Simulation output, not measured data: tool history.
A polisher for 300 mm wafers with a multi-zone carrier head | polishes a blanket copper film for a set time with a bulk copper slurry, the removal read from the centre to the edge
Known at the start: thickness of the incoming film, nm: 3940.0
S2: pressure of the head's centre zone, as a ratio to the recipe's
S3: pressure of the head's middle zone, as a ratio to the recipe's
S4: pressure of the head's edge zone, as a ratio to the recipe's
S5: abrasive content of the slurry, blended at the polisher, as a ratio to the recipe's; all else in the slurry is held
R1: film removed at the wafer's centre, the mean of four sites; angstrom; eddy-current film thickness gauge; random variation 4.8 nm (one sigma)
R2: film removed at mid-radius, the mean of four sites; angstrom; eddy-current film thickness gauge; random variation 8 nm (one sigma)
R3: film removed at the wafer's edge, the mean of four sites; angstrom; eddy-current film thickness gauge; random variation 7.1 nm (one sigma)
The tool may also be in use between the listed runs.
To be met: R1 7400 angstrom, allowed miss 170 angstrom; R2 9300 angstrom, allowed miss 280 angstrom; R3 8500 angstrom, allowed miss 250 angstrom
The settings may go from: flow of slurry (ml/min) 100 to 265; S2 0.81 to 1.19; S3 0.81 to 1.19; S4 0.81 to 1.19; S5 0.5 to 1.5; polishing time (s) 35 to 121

run 1 hour=0 | flow_of_slurry_(ml/min)=170 S2=1 S3=1 S4=1 S5=1 polishing_time_(s)=78 | R1=8292.3 R2=8211.9 R3=8083
run 2 hour=2.5 | flow_of_slurry_(ml/min)=165 S2=0.98 S3=1.03 S4=1.02 S5=1 polishing_time_(s)=78 | R1=8200 R2=8425.3 R3=8321.8
run 3 hour=6.9 | flow_of_slurry_(ml/min)=160 S2=0.96 S3=1.05 S4=1.02 S5=1 polishing_time_(s)=78 | R1=7904.4 R2=8494.2 R3=8208
run 4 hour=9.2 | flow_of_slurry_(ml/min)=160 S2=0.96 S3=1.05 S4=1.02 S5=1 polishing_time_(s)=64 | R1=6489.7 R2=7017.3 R3=6756.8
run 5 hour=14 | flow_of_slurry_(ml/min)=175 S2=0.95 S3=1.08 S4=1.05 S5=1.05 polishing_time_(s)=64 | R1=6610.5 R2=7288.9 R3=7017.4
run 6 hour=22.1 | flow_of_slurry_(ml/min)=180 S2=0.94 S3=1.1 S4=1.06 S5=1.15 polishing_time_(s)=65 | R1=6830 R2=7818.1 R3=7298
run 7 hour=26.9 | flow_of_slurry_(ml/min)=190 S2=0.93 S3=1.12 S4=1.09 S5=1.2 polishing_time_(s)=65 | R1=6920.5 R2=8060.3 R3=7451.8
run 8 hour=29.8 | flow_of_slurry_(ml/min)=190 S2=0.93 S3=1.12 S4=1.09 S5=1.2 polishing_time_(s)=65 | R1=6917.2 R2=8089.8 R3=7530
run 9 hour=36.4 | flow_of_slurry_(ml/min)=200 S2=0.92 S3=1.13 S4=1.11 S5=1.25 polishing_time_(s)=65 | R1=6952.5 R2=8201.2 R3=7609.7
run 10 hour=39.3 | flow_of_slurry_(ml/min)=210 S2=0.87 S3=1.19 S4=1.18 S5=1.5 polishing_time_(s)=70 | R1=7475 R2=9847.8 R3=8985.8
run 11 hour=44.1 | flow_of_slurry_(ml/min)=205 S2=0.87 S3=1.18 S4=1.17 S5=1.5 polishing_time_(s)=70 | R1=7436.2 R2=9634 R3=8878.2
run 12 hour=45 | flow_of_slurry_(ml/min)=200 S2=0.87 S3=1.18 S4=1.16 S5=1.5 polishing_time_(s)=70 | R1=7306.2 R2=9649.1 R3=8685.4

Which of these 5 next moves meets every target?
run A hour=45.9 | flow_of_slurry_(ml/min)=195 S2=0.89 S3=1.16 S4=1.14 S5=1.5 polishing_time_(s)=69 | R1=? R2=? R3=?
run B hour=45.9 | flow_of_slurry_(ml/min)=180 S2=0.81 S3=1.19 S4=1.15 S5=1.5 polishing_time_(s)=73 | R1=? R2=? R3=?
run C hour=45.9 | flow_of_slurry_(ml/min)=220 S2=0.91 S3=1.19 S4=1.09 S5=1.5 polishing_time_(s)=66 | R1=? R2=? R3=?
run D hour=45.9 | flow_of_slurry_(ml/min)=175 S2=0.89 S3=1.19 S4=1.03 S5=1.25 polishing_time_(s)=71 | R1=? R2=? R3=?
run E hour=45.9 | flow_of_slurry_(ml/min)=230 S2=0.81 S3=1.13 S4=1.12 S5=1.45 polishing_time_(s)=72 | R1=? R2=? R3=?

move=A R1=7385.4 R2=9397.3 R3=8488.8
move=B R1=7026.6 R2=10048 R3=8929.8
move=C R1=7355.8 R2=9340 R3=8074.8
move=D R1=7146.3 R2=9313.8 R3=7949.4
move=E R1=7136 R2=9724.3 R3=8873.2
A: meets every target
B: further off than the last run
C: brings the result that was furthest off to its target, and leaves another outside
D: brings the result that was furthest off to its target, and leaves another outside
E: further off than the last run
Answer: A
